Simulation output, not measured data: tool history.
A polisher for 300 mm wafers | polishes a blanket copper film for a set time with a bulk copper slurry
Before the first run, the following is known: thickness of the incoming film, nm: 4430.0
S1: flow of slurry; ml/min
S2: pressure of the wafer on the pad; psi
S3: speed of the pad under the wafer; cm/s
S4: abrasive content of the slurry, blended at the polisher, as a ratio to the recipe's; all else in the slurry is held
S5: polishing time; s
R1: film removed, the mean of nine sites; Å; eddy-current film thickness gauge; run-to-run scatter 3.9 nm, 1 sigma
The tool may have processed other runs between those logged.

run  hour   S1   S2  S3    S4  S5      R1
  1   0.0  260  1.9  86  1.00  85  5327.7
  2   1.4  210  1.9  86  1.00  85  5340.4
  3   4.9  210  1.8  84  1.00  85  4888.7
  4   9.2  210  1.8  84  1.15  85  5078.7
  5  15.8  210  1.8  96  1.15  85  5705.1
  6  21.3  210  1.7  92  1.15  85  5364.7

The next listed run, before its measurement:
  7  24.0  210  1.6  88  1.15  85   ?

R1: 5036.9 Å
